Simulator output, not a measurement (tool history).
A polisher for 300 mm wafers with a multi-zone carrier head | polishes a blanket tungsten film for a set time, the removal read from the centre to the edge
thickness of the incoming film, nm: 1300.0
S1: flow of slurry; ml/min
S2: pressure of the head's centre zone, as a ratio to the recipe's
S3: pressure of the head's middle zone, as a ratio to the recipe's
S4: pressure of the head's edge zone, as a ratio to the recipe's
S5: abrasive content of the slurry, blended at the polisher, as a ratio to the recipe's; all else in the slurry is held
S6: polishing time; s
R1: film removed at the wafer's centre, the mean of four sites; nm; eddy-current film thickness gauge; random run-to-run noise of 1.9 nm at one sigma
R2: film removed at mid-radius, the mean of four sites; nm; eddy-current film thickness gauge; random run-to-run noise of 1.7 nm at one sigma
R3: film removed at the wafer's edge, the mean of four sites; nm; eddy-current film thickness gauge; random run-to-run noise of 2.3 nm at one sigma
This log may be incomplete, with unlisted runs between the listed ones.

run,hour,S1,S2,S3,S4,S5,S6,R1,R2,R3
1,0,265,1,1,1,1,72,328.66,324.34,320.52
2,4.9,265,1,0.94,1,1,72,332.56,305.68,321.97
3,10.9,260,0.98,0.95,0.98,0.95,71,315.23,301.11,318.53
4,12.3,260,0.98,0.95,1.02,0.95,71,315.99,297.93,319.01
5,16.1,260,0.98,0.92,1.02,0.95,71,316.22,290.17,315.14
6,19,260,0.98,0.92,1.02,0.95,54,238.89,221.53,242.69
# hour 25.5: worn pad replaced by a new one
7,25.5,260,0.98,0.92,1.02,0.95,54,262.13,240.62,267.56

Predict the results of run 8:
8,27.7,265,0.97,0.95,1,0.9,54,?,?,?

Run 8 came out at R1 258.09 nm, R2 246.79 nm, R3 262.65 nm.
